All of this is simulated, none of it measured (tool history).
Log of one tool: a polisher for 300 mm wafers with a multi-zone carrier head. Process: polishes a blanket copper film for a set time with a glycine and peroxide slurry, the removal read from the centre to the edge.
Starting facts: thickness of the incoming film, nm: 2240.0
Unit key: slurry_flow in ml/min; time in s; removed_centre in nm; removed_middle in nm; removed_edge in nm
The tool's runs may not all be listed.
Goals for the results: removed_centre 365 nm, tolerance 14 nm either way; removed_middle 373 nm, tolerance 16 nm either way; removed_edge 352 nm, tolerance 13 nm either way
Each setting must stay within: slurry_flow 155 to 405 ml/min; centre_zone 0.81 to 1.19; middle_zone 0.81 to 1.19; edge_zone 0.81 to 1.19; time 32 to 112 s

| run | hour | slurry_flow | centre_zone | middle_zone | edge_zone | time | removed_centre | removed_middle | removed_edge |
|---|---|---|---|---|---|---|---|---|---|
| 1 | 0 | 260 | 1 | 1 | 1 | 72 | 246.7 | 237.07 | 245.31 |
| 2 | 7.8 | 260 | 0.92 | 1 | 1 | 72 | 224.77 | 247.6 | 244.94 |
| 3 | 15.3 | 260 | 0.92 | 0.94 | 1 | 72 | 219.02 | 227.27 | 247.55 |
| 4 | 20.9 | 260 | 0.92 | 0.94 | 0.97 | 72 | 224.53 | 234.1 | 240.29 |
| 5 | 29.8 | 260 | 0.92 | 0.94 | 0.97 | 82 | 253.29 | 264.2 | 276.43 |
| 6 | 36.5 | 260 | 0.92 | 0.94 | 0.97 | 88 | 278.05 | 283.13 | 292.7 |
| 7 | 43.1 | 295 | 1.02 | 1.04 | 1.07 | 99 | 353.45 | 354.65 | 350.12 |
| 8 | 44 | 295 | 1.02 | 1.05 | 1.07 | 99 | 352.45 | 362.89 | 357.82 |

Below are 4 possible settings for the next run. Only one of them brings all results inside the allowed miss of their targets. Which is it?
| A | 44.9 | 350 | 1.08 | 1.12 | 1.11 | 95 | ? | ? | ? |
| B | 44.9 | 315 | 1.08 | 0.98 | 1.05 | 97 | ? | ? | ? |
| C | 44.9 | 335 | 0.99 | 1.16 | 1.11 | 97 | ? | ? | ? |
| D | 44.9 | 335 | 0.97 | 1.02 | 1.11 | 102 | ? | ? | ? |

| move | removed_centre | removed_middle | removed_edge |
|---|---|---|---|
| A | 360.15 | 372.14 | 346.85 |
| B | 361.95 | 334.72 | 341.65 |
| C | 334.94 | 389.7 | 352.54 |
| D | 344.7 | 367.15 | 371.4 |
A: every result within its allowed miss
B: the worst result of the last run now meets its target, but another is out of spec
C: its largest miss is bigger than the last run's
D: its largest miss is bigger than the last run's
Move A is the one to make.

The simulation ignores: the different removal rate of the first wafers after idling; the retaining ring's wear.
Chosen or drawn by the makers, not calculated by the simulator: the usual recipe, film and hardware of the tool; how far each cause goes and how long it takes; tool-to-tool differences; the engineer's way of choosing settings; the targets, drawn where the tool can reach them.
